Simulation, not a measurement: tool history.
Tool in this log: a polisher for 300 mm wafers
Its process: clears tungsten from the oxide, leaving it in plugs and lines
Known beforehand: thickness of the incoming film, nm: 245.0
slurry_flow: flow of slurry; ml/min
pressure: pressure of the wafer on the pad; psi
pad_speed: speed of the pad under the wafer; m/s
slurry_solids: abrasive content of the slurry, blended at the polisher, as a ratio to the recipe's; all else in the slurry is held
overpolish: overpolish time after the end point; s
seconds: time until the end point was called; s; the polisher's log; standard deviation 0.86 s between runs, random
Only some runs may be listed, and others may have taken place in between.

run,day,slurry_flow,pressure,pad_speed,slurry_solids,overpolish,seconds
1,0,120,2.7,1.02,1,20,78.355
2,0.062,120,2.9,1.04,1,20,73.086
3,0.288,120,3.1,1.06,1,20,68.715
4,0.5,120,3.2,1.08,1,20,62.554
5,0.846,120,2.7,1.08,1,20,73.748
6,0.962,120,2.9,1.1,1,20,69.704
7,1.3,120,3.1,1.12,1,20,62.675
8,1.5,120,3.2,1.12,1,20,62.802
9,1.692,120,3.3,1.14,1,20,56.658

Estimate the outcome of run 10 from the log above:
10,1.912,120,3.4,1.14,1,20,?

{"run 10": {"seconds": 56.132}}
